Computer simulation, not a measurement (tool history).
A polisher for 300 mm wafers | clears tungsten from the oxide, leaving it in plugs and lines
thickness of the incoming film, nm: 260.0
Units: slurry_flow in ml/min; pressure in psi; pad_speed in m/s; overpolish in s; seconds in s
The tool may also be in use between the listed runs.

run 1 hour=0 | slurry_flow=290 pressure=3.2 pad_speed=1.32 slurry_solids=1 overpolish=16 | seconds=49.211
run 2 hour=3.7 | slurry_flow=290 pressure=3.1 pad_speed=1.32 slurry_solids=1 overpolish=16 | seconds=50.699
run 3 hour=6.5 | slurry_flow=290 pressure=3.1 pad_speed=1.32 slurry_solids=1.2 overpolish=16 | seconds=48.536
run 4 hour=9 | slurry_flow=290 pressure=3 pad_speed=1.32 slurry_solids=1.2 overpolish=16 | seconds=49.827
run 5 hour=12.9 | slurry_flow=290 pressure=2.9 pad_speed=1.32 slurry_solids=1.2 overpolish=16 | seconds=50.977
run 6 hour=17 | slurry_flow=345 pressure=2.9 pad_speed=1.32 slurry_solids=1.2 overpolish=16 | seconds=49.378
run 7 hour=18.1 | slurry_flow=330 pressure=2.8 pad_speed=1.32 slurry_solids=1.2 overpolish=16 | seconds=51.64
run 8 hour=19.8 | slurry_flow=320 pressure=2.7 pad_speed=1.32 slurry_solids=1.2 overpolish=16 | seconds=52.703

Forecast run 9:
run 9 hour=25.9 | slurry_flow=310 pressure=2.6 pad_speed=1.32 slurry_solids=1.2 overpolish=16 | seconds=?

Run 9 gave seconds 55.389 s.
